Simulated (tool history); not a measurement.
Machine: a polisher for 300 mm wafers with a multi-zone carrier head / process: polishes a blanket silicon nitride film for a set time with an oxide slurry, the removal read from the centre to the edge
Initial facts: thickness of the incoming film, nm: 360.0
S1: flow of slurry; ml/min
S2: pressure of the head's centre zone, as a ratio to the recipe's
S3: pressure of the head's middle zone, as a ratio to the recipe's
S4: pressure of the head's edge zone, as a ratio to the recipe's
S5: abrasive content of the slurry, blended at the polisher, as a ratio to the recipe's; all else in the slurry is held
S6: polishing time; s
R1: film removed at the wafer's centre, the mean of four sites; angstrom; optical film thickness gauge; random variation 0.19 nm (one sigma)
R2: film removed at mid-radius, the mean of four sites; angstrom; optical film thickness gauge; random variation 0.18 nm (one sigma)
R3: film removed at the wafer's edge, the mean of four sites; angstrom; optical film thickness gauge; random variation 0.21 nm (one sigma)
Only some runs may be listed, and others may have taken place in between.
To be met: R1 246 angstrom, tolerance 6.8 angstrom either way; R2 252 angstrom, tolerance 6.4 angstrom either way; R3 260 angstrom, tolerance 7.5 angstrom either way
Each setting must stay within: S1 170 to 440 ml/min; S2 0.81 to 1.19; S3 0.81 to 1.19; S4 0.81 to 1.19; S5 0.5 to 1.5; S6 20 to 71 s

Run 1, hour 0: S1 280 ml/min, S2 1, S3 1, S4 1, S5 1, S6 45 s. Result: R1 312.08 angstrom, R2 323.92 angstrom, R3 317.26 angstrom.
Run 2, hour 4: S1 270 ml/min, S2 0.97, S3 0.96, S4 0.95, S5 0.9, S6 45 s. Result: R1 289.3 angstrom, R2 293.76 angstrom, R3 295.47 angstrom.
Run 3, hour 5.6: S1 270 ml/min, S2 0.97, S3 0.93, S4 0.95, S5 0.9, S6 45 s. Result: R1 291.65 angstrom, R2 286.1 angstrom, R3 296.09 angstrom.
Run 4, hour 11.6: S1 270 ml/min, S2 0.9, S3 0.93, S4 0.95, S5 0.9, S6 45 s. Result: R1 265.37 angstrom, R2 282.25 angstrom, R3 296.23 angstrom.
Run 5, hour 14: S1 260 ml/min, S2 0.89, S3 0.92, S4 0.91, S5 0.85, S6 45 s. Result: R1 254.63 angstrom, R2 270.46 angstrom, R3 282.48 angstrom.
Run 6, hour 14.5: S1 260 ml/min, S2 0.89, S3 0.92, S4 0.85, S5 0.85, S6 45 s. Result: R1 251.33 angstrom, R2 278.37 angstrom, R3 274.01 angstrom.
Run 7, hour 22: S1 220 ml/min, S2 0.92, S3 0.82, S4 0.81, S5 0.8, S6 45 s. Result: R1 248.62 angstrom, R2 234.7 angstrom, R3 254.8 angstrom.
Run 8, hour 30: S1 235 ml/min, S2 0.91, S3 0.84, S4 0.81, S5 0.8, S6 45 s. Result: R1 245.02 angstrom, R2 242.9 angstrom, R3 250.66 angstrom.
Run 9, hour 37: S1 255 ml/min, S2 0.9, S3 0.86, S4 0.87, S5 0.85, S6 45 s. Result: R1 258.87 angstrom, R2 260.53 angstrom, R3 276.14 angstrom.

5 candidate next runs follow, results not yet known. Just one meets every target within its allowed miss. Identify it.
Run A, hour 44: S1 265 ml/min, S2 1, S3 0.84, S4 0.88, S5 0.85, S6 43 s. Result: R1 ?, R2 ?, R3 ?.
Run B, hour 44: S1 190 ml/min, S2 0.88, S3 0.81, S4 0.99, S5 0.75, S6 49 s. Result: R1 ?, R2 ?, R3 ?.
Run C, hour 44: S1 280 ml/min, S2 0.93, S3 0.9, S4 0.92, S5 0.6, S6 51 s. Result: R1 ?, R2 ?, R3 ?.
Run D, hour 44: S1 175 ml/min, S2 0.91, S3 0.89, S4 0.99, S5 0.85, S6 47 s. Result: R1 ?, R2 ?, R3 ?.
Run E, hour 44: S1 280 ml/min, S2 0.94, S3 0.81, S4 0.93, S5 0.8, S6 46 s. Result: R1 ?, R2 ?, R3 ?.

move      R1      R2      R3
   A  272.65  242.49  264.69
   B  240.47  237.64  285.94
   C  244.63   247.6  259.87
   D  251.85  260.28  290.85
   E  266.77  245.08  282.27
A: meets the target for the result that was furthest off, but another lies outside its allowed miss
B: lands further from the targets than the last run did
C: hits every target within its allowed miss
D: lands further from the targets than the last run did
E: lands further from the targets than the last run did
Move C is the one to make.
